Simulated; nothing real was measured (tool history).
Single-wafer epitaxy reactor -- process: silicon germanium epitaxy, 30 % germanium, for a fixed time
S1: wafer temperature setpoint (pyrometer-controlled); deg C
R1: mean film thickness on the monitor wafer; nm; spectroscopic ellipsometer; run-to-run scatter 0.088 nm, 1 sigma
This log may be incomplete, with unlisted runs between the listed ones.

{"run": 1, "hour": 0.0, "S1": 585, "chamber pressure (Pa)": 2133, "R1": 40.146}
{"run": 2, "hour": 5.5, "S1": 585, "chamber pressure (Pa)": 2293, "R1": 41.799}
{"run": 3, "hour": 7.8, "S1": 578, "chamber pressure (Pa)": 2280, "R1": 36.262}
{"run": 4, "hour": 13.6, "S1": 586, "chamber pressure (Pa)": 2280, "R1": 42.443}
{"run": 5, "hour": 21.2, "S1": 579, "chamber pressure (Pa)": 2266, "R1": 36.864}
{"run": 6, "hour": 24.0, "S1": 574, "chamber pressure (Pa)": 2266, "R1": 33.41}
{"run": 7, "hour": 28.7, "S1": 570, "chamber pressure (Pa)": 2266, "R1": 31.038}
{"run": 8, "hour": 33.2, "S1": 568, "chamber pressure (Pa)": 2266, "R1": 29.843}
{"run": 9, "hour": 41.9, "S1": 566, "chamber pressure (Pa)": 2266, "R1": 28.563}

Predict the results of run 10:
{"run": 10, "hour": 43.4, "S1": 565, "chamber pressure (Pa)": 2266, "R1": "?"}

R1: 28.211 nm
